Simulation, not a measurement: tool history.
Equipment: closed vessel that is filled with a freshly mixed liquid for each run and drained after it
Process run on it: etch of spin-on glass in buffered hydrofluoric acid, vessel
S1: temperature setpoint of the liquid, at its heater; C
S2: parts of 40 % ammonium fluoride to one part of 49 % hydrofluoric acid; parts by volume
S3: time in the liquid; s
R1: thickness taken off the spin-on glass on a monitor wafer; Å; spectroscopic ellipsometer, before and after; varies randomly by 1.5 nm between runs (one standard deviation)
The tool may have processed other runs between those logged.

run  hour    S1   S2  S3      R1
  1     0    21    8  85  2955.5
  2   6.2    20  8.5  85  2639.4
  3  11.1  21.5  8.5  85  2873.8
  4  17.8  20.5  8.5  85  2676.8
  5  18.6  20.5  8.5  95  3015.4
  6    22    20    9  95    2735
  7  26.5  19.5    9  95  2729.1
  8  33.2    19  9.5  95    2501
  9  39.5  18.5  9.5  95    2452
 10  44.8    18  9.5  95  2390.5

For run 11, what comes out?
 11  46.9  17.5  10  95   ?

{"run 11": {"R1": 2258.9}}

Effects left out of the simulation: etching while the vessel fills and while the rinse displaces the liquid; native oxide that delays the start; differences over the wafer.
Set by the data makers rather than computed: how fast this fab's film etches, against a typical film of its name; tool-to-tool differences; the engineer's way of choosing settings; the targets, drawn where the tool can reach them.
